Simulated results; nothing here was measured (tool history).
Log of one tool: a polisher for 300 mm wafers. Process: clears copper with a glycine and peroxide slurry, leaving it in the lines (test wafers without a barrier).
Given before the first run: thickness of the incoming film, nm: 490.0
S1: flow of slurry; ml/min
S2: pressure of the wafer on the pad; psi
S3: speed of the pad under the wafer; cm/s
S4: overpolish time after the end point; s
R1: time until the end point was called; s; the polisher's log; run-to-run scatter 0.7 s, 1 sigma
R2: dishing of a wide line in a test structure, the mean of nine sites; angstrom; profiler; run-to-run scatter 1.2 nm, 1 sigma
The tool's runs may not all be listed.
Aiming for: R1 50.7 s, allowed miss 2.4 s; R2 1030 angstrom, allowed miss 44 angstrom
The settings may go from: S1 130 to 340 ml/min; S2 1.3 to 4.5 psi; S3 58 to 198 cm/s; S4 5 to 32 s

run	hour	S1	S2	S3	S4	R1	R2
1	0	220	2.9	128	16	64.737	660.56
2	5.4	220	2.9	128	19	63.132	740.47
3	12.4	220	2.4	128	19	72.997	656.67
4	16.4	220	2.4	114	19	82.093	641.08
5	21.4	220	2.4	114	21	79.358	680.28
6	23.8	220	2.4	136	21	71.809	707.39
7	27.8	220	2.8	136	22	62.535	822.72
8	28.8	220	3	136	22	58.342	879.39
9	29.6	220	3.1	136	22	59.598	888.54
10	30.9	220	3.3	136	22	54.845	928.8
11	33.1	220	3.3	136	22	54.764	921.69
12	39.9	220	3.4	136	22	51.762	932.8
13	43.4	220	3.4	136	23	53.202	948.78
14	47.4	220	3.5	136	23	52.353	961.33

Exactly one of the 4 candidate moves below puts every result within its allowed miss. Which one?
A	51.4	220	3.5	138	25	?	?
B	51.4	230	3.6	130	20	?	?
C	51.4	190	3.7	130	21	?	?
D	51.4	240	4	116	21	?	?

move	R1	R2
A	52.032	1009.1
B	52.853	891.11
C	52.466	923.45
D	52.184	937.49
A: all results in spec
B: the biggest miss grows against the last run
C: the biggest miss grows against the last run
D: the biggest miss grows against the last run
Correct choice: A, which meets every target
